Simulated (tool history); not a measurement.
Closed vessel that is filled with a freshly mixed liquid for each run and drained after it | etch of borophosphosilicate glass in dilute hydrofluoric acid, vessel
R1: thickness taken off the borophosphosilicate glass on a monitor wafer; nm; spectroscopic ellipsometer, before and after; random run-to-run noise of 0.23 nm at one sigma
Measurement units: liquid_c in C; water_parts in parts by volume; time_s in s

{"run": 1, "day": 0.0, "liquid_c": 23.0, "water_parts": 170, "time_s": 55, "R1": 15.749}
{"run": 2, "day": 0.275, "liquid_c": 23.0, "water_parts": 205, "time_s": 55, "R1": 12.437}
{"run": 3, "day": 0.408, "liquid_c": 24.5, "water_parts": 195, "time_s": 55, "R1": 13.923}
{"run": 4, "day": 0.567, "liquid_c": 25.5, "water_parts": 185, "time_s": 55, "R1": 15.596}
{"run": 5, "day": 0.692, "liquid_c": 25.5, "water_parts": 185, "time_s": 55, "R1": 15.667}
{"run": 6, "day": 0.921, "liquid_c": 28.0, "water_parts": 185, "time_s": 55, "R1": 17.061}
{"run": 7, "day": 1.275, "liquid_c": 28.5, "water_parts": 180, "time_s": 55, "R1": 17.949}
{"run": 8, "day": 1.338, "liquid_c": 29.0, "water_parts": 175, "time_s": 55, "R1": 18.934}

Run 9, settings as shown, results not yet in. Your forecast:
{"run": 9, "day": 1.55, "liquid_c": 29.5, "water_parts": 170, "time_s": 55, "R1": "?"}

Run 9 measured R1 19.992 nm.
